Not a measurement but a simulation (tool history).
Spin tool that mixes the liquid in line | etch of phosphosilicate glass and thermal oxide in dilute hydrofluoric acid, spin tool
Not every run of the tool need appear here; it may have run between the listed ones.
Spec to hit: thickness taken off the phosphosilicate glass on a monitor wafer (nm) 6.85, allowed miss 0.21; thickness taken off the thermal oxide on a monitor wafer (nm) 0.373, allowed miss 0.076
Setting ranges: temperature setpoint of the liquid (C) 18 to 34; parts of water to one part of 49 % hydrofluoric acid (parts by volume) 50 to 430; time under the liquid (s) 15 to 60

run,hour,temperature setpoint of the liquid (C),parts of water to one part of 49 % hydrofluoric acid (parts by volume),time under the liquid (s),thickness taken off the phosphosilicate glass on a monitor wafer (nm),thickness taken off the thermal oxide on a monitor wafer (nm)
1,0,26,240,30,8.069,0.43803
2,3.8,24.5,240,30,7.7145,0.44407
3,9.9,24.5,240,40,10.487,0.60773
4,18.4,24.5,185,40,14.389,0.78773
# hour 23.1: hydrofluoric acid flow meter replaced
5,23.1,24.5,150,40,20.27,1.0153
6,28.8,23,190,40,14.554,0.81771
7,30.3,20,285,40,7.9606,0.47467
8,34.9,20.5,295,40,7.7619,0.42039
9,43.4,20.5,300,40,7.49,0.41688
10,48.7,20.5,305,40,7.4324,0.38981
11,56.3,20,310,40,7.0726,0.33463
12,60.2,21,310,40,7.4198,0.38109

Which single option among these 4 for the next run brings every result within its allowed miss of target? Just one does.
A,64.1,20.5,345,40,?,?
B,64.1,25.5,300,30,?,?
C,64.1,18.5,260,30,?,?
D,64.1,21,315,40,?,?

move,thickness taken off the phosphosilicate glass on a monitor wafer (nm),thickness taken off the thermal oxide on a monitor wafer (nm)
A,6.3316,0.35811
B,6.7759,0.38324
C,6.3108,0.35694
D,7.2491,0.41
A: moves the result that the last run missed by most past its target, out the other side
B: in spec on every target
C: moves the result that the last run missed by most past its target, out the other side
D: nearer the targets than the last run, but a result is still out of spec
Answer: B
